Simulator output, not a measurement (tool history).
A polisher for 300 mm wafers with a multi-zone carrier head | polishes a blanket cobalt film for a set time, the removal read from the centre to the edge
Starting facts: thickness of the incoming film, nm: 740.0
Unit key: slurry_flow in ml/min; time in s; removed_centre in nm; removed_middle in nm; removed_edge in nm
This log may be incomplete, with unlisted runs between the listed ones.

run	hour	slurry_flow	centre_zone	middle_zone	edge_zone	time	removed_centre	removed_middle	removed_edge
1	0	265	1	1	1	43	126.86	128.94	130.07
2	5.3	270	1	1	1.02	44	128.41	131.18	136.35
3	6.9	280	1.01	1.01	1.04	45	133.54	137.28	140.5
4	13.5	285	1.01	1.01	1.06	46	136.02	140.93	144.56
5	20.3	285	1.01	0.96	1.06	46	135.43	133.16	140.94
6	23.3	285	1.01	0.92	1.06	46	137.68	128.78	144.43
7	27.4	285	1.01	0.93	1.07	47	139.54	134.65	148.09
8	33.3	285	1.01	0.94	1.08	48	142.52	137.52	152.95

Run 9 comes next. What will it give?
9	35.1	285	1.01	0.95	1.09	48	?	?	?

removed_centre: 144.4 nm
removed_middle: 137.78 nm
removed_edge: 152.41 nm
